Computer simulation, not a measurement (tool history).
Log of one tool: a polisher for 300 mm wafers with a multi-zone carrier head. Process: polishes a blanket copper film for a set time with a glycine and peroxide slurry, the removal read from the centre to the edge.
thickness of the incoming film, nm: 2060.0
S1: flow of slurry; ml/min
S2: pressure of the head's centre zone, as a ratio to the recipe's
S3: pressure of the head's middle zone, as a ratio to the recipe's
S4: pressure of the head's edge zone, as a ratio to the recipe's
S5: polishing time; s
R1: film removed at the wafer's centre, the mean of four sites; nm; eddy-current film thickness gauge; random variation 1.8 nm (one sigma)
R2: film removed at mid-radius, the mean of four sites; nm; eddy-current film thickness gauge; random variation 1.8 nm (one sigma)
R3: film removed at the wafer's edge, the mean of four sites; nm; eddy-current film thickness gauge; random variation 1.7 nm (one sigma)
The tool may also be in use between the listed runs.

| run | hour | S1 | S2 | S3 | S4 | S5 | R1 | R2 | R3 |
|---|---|---|---|---|---|---|---|---|---|
| 1 | 0 | 255 | 1 | 1 | 1 | 79 | 358.46 | 364.5 | 365.62 |
| 2 | 3.6 | 255 | 1 | 1 | 0.94 | 79 | 355.34 | 363.37 | 349.91 |
| 3 | 11.2 | 240 | 0.95 | 0.97 | 0.9 | 73 | 316.53 | 330.1 | 319.59 |
| 4 | 13.2 | 230 | 0.91 | 0.95 | 0.88 | 68 | 277.45 | 300.43 | 295.15 |
| 5 | 22.1 | 230 | 0.87 | 0.95 | 0.88 | 68 | 267.48 | 299.35 | 295.26 |
| 6 | 29.7 | 230 | 0.87 | 0.87 | 0.88 | 68 | 263.32 | 274.16 | 293.07 |
| 7 | 36.8 | 225 | 0.86 | 0.89 | 0.86 | 65 | 250.25 | 270.5 | 277.27 |

The next listed run, before its measurement:
| 8 | 37.9 | 215 | 0.86 | 0.89 | 0.84 | 64 | ? | ? | ? |

R1: 247.35 nm
R2: 264.39 nm
R3: 271.98 nm

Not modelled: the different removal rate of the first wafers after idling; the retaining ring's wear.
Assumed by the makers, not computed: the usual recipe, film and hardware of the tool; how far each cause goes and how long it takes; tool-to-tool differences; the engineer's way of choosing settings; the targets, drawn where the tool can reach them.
